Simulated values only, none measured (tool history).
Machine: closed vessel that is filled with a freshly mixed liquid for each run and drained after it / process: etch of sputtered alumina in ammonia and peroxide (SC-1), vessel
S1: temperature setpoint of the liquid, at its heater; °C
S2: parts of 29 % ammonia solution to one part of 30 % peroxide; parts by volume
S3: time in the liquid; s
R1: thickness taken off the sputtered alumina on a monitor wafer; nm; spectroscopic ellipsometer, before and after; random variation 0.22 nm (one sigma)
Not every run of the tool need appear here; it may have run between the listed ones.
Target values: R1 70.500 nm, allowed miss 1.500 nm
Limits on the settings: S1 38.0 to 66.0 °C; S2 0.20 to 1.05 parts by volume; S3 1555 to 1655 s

run,hour,S1,S2,S3,R1
1,0.0,50.0,0.55,1555,99.880
2,0.8,49.0,0.55,1555,94.549
3,2.9,49.0,0.55,1555,93.968
4,10.9,48.0,0.55,1555,89.477
5,11.9,48.0,0.45,1555,87.301
6,17.5,48.0,0.45,1555,87.343
7,21.4,48.0,0.45,1555,87.565
8,25.2,47.0,0.45,1555,83.094
9,26.1,46.5,0.45,1555,80.430
10,28.3,46.0,0.45,1555,78.043
11,37.0,45.5,0.45,1555,75.953

Which one of the following 5 next-run settings gets every result inside its allowed miss? There is exactly one.
A,45.7,43.5,0.50,1585,?
B,45.7,45.5,0.50,1655,?
C,45.7,44.0,0.75,1645,?
D,45.7,46.5,0.45,1555,?
E,45.7,43.5,0.35,1575,?

move,R1
A,70.168
B,82.143
C,77.905
D,80.856
E,67.390
A: in spec on every target
B: moves away from the targets compared with the last run
C: moves away from the targets compared with the last run
D: moves away from the targets compared with the last run
E: moves the result that the last run missed by most past its target, out the other side
The move that meets every target is A.
